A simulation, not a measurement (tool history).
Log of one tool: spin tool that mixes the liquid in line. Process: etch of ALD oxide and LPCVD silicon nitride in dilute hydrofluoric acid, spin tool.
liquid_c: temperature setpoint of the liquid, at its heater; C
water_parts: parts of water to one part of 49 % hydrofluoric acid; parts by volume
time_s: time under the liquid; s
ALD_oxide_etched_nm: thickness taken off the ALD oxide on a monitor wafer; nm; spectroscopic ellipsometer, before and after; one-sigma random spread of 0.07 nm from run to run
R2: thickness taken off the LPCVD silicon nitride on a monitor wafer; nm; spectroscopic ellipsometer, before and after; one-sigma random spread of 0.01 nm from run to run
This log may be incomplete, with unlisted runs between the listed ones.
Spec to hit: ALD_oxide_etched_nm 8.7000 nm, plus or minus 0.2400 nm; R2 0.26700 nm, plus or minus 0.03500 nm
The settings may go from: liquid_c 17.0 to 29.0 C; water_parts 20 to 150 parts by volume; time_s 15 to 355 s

run 1 hour=0.0 | liquid_c=21.0 water_parts=85 time_s=180 | ALD_oxide_etched_nm=34.5800 R2=1.12900
run 2 hour=3.7 | liquid_c=21.0 water_parts=85 time_s=110 | ALD_oxide_etched_nm=21.0750 R2=0.61778
run 3 hour=5.2 | liquid_c=19.5 water_parts=85 time_s=110 | ALD_oxide_etched_nm=19.9370 R2=0.57909
run 4 hour=12.7 | liquid_c=19.5 water_parts=85 time_s=165 | ALD_oxide_etched_nm=29.5420 R2=0.86691
run 5 hour=17.6 | liquid_c=17.0 water_parts=85 time_s=165 | ALD_oxide_etched_nm=26.8990 R2=0.78670
run 6 hour=22.1 | liquid_c=17.0 water_parts=85 time_s=165 | ALD_oxide_etched_nm=26.8340 R2=0.74031
run 7 hour=28.6 | liquid_c=17.0 water_parts=105 time_s=150 | ALD_oxide_etched_nm=19.4830 R2=0.51527
run 8 hour=33.1 | liquid_c=21.0 water_parts=135 time_s=65 | ALD_oxide_etched_nm=7.5149 R2=0.23984
run 9 hour=34.3 | liquid_c=21.0 water_parts=130 time_s=65 | ALD_oxide_etched_nm=7.7718 R2=0.25866
run 10 hour=42.5 | liquid_c=20.5 water_parts=120 time_s=70 | ALD_oxide_etched_nm=9.0221 R2=0.29894

4 candidate next runs follow, results not yet known. Just one meets every target within its allowed miss. Identify it.
run A hour=50.7 | liquid_c=20.5 water_parts=150 time_s=80 | ALD_oxide_etched_nm=? R2=?
run B hour=50.7 | liquid_c=20.0 water_parts=105 time_s=60 | ALD_oxide_etched_nm=? R2=?
run C hour=50.7 | liquid_c=21.5 water_parts=125 time_s=65 | ALD_oxide_etched_nm=? R2=?
run D hour=50.7 | liquid_c=24.0 water_parts=150 time_s=80 | ALD_oxide_etched_nm=? R2=?

move=A ALD_oxide_etched_nm=8.0260 R2=0.25757
move=B ALD_oxide_etched_nm=8.8474 R2=0.26457
move=C ALD_oxide_etched_nm=8.3660 R2=0.26735
move=D ALD_oxide_etched_nm=9.1970 R2=0.32395
A: the result that was furthest off in the last run now lies on the other side of its target
B: in spec on every target
C: the result that was furthest off in the last run now lies on the other side of its target
D: misses by more than the last run did
The move that meets every target is B.
